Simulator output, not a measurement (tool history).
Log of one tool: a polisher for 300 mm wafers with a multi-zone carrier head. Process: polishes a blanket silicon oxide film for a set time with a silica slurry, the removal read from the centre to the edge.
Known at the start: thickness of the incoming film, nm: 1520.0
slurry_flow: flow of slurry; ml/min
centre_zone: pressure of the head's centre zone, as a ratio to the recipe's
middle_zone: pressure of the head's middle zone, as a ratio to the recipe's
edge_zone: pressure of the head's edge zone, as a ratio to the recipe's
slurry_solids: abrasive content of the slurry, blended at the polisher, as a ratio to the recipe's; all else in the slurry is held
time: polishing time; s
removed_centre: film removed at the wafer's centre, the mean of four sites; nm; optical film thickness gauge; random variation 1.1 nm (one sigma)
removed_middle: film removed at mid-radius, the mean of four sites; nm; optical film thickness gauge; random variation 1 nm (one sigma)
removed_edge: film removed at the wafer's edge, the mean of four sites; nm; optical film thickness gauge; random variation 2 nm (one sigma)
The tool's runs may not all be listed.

{"run": 1, "day": 0.0, "slurry_flow": 310, "centre_zone": 1, "middle_zone": 1, "edge_zone": 1, "slurry_solids": 1, "time": 56, "removed_centre": 229.18, "removed_middle": 221.69, "removed_edge": 224.57}
{"run": 2, "day": 0.2, "slurry_flow": 305, "centre_zone": 0.99, "middle_zone": 0.97, "edge_zone": 0.99, "slurry_solids": 0.9, "time": 56, "removed_centre": 207.2, "removed_middle": 199.8, "removed_edge": 208.31}
{"run": 3, "day": 0.3, "slurry_flow": 300, "centre_zone": 0.98, "middle_zone": 0.95, "edge_zone": 0.97, "slurry_solids": 0.85, "time": 56, "removed_centre": 195.85, "removed_middle": 190.73, "removed_edge": 196.67}
{"run": 4, "day": 0.358, "slurry_flow": 300, "centre_zone": 0.98, "middle_zone": 0.95, "edge_zone": 1.02, "slurry_solids": 0.85, "time": 56, "removed_centre": 195.87, "removed_middle": 187.99, "removed_edge": 193.88}
{"run": 5, "day": 0.5, "slurry_flow": 295, "centre_zone": 0.97, "middle_zone": 0.93, "edge_zone": 1.03, "slurry_solids": 0.85, "time": 56, "removed_centre": 194.75, "removed_middle": 186.3, "removed_edge": 193.57}
{"run": 6, "day": 0.829, "slurry_flow": 300, "centre_zone": 0.97, "middle_zone": 0.91, "edge_zone": 1.01, "slurry_solids": 0.8, "time": 56, "removed_centre": 182.2, "removed_middle": 173.46, "removed_edge": 189.44}
{"run": 7, "day": 1.129, "slurry_flow": 285, "centre_zone": 0.97, "middle_zone": 0.9, "edge_zone": 1.01, "slurry_solids": 0.8, "time": 56, "removed_centre": 180.69, "removed_middle": 172.81, "removed_edge": 190.35}
{"run": 8, "day": 1.462, "slurry_flow": 300, "centre_zone": 0.97, "middle_zone": 0.89, "edge_zone": 1.01, "slurry_solids": 0.75, "time": 56, "removed_centre": 170.76, "removed_middle": 160.94, "removed_edge": 174.47}

Run 9 comes next. What will it give?
{"run": 9, "day": 1.721, "slurry_flow": 305, "centre_zone": 0.97, "middle_zone": 0.88, "edge_zone": 1.01, "slurry_solids": 0.75, "time": 56, "removed_centre": "?", "removed_middle": "?", "removed_edge": "?"}

Run 9 produced removed_centre 172.61 nm, removed_middle 158.15 nm, removed_edge 174.4 nm.

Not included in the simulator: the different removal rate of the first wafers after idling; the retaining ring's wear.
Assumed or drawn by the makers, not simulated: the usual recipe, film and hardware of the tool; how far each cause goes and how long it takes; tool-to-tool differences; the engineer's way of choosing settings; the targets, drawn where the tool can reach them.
